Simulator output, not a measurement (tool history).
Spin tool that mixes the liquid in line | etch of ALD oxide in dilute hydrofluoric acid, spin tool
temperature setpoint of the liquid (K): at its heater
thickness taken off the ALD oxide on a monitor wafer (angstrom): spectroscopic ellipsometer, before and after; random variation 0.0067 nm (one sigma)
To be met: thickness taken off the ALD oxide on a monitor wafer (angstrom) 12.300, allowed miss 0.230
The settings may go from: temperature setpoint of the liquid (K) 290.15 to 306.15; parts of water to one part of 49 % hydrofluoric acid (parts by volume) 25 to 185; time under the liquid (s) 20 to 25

run,hour,temperature setpoint of the liquid (K),parts of water to one part of 49 % hydrofluoric acid (parts by volume),time under the liquid (s),thickness taken off the ALD oxide on a monitor wafer (angstrom)
1,0.0,298.15,105,25,22.681
2,3.7,298.15,105,20,18.030
3,6.8,298.15,120,20,15.504
4,11.3,298.15,120,25,19.363
5,15.7,296.65,125,25,17.422
6,22.4,295.65,130,25,15.911
7,30.8,294.65,135,25,14.728
8,31.5,293.65,135,25,14.238
9,34.6,293.15,135,25,13.867

Which of these 4 next moves meets every target?
A,37.7,292.65,140,25,?
B,37.7,293.65,145,25,?
C,37.7,293.15,120,20,?
D,37.7,293.15,150,25,?

move,thickness taken off the ALD oxide on a monitor wafer (angstrom)
A,13.038
B,13.033
C,12.684
D,12.286
A: nearer than the last run, and not there yet
B: nearer than the last run, and not there yet
C: nearer than the last run, and not there yet
D: meets every target
Answer: D
